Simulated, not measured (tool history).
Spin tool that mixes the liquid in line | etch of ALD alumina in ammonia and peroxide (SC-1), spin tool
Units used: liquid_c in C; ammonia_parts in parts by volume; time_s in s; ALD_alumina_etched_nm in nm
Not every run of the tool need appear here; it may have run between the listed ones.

run	hour	liquid_c	ammonia_parts	time_s	ALD_alumina_etched_nm
1	0	53	0.7	95	10.822
2	5.6	54	0.7	95	11.298
3	11.1	55	0.7	95	11.969
4	13.4	55	0.5	95	11.549
5	22.1	55	0.3	95	11.099
6	27.7	55	0.3	75	8.8138

What will run 7 give?
7	30.4	57	0.3	75	?

{"run 7": {"ALD_alumina_etched_nm": 9.6735}}
